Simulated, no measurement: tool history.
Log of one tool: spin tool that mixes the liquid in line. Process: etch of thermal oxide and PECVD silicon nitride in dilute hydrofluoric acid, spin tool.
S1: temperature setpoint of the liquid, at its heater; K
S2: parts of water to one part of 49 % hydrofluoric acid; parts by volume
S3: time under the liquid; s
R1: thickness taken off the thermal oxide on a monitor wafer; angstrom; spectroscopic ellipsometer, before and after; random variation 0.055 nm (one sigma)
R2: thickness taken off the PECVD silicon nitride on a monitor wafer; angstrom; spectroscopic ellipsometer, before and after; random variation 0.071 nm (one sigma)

| run | hour | S1 | S2 | S3 | R1 | R2 |
|---|---|---|---|---|---|---|
| 1 | 0 | 294.15 | 75 | 100 | 59.582 | 35.262 |
| 2 | 6 | 295.65 | 70 | 100 | 68.511 | 42.643 |
| 3 | 7.8 | 295.65 | 45 | 100 | 109.19 | 64.701 |
| 4 | 16 | 296.65 | 50 | 100 | 102.29 | 62.795 |
| 5 | 20.9 | 296.65 | 70 | 100 | 70.845 | 44.944 |
| 6 | 29.1 | 296.65 | 70 | 115 | 81.115 | 51.075 |
| 7 | 34.5 | 297.15 | 65 | 115 | 90.132 | 57.663 |

Forecast run 8:
| 8 | 41.2 | 297.65 | 65 | 115 | ? | ? |

{"run 8": {"R1": 92.419, "R2": 59.695}}
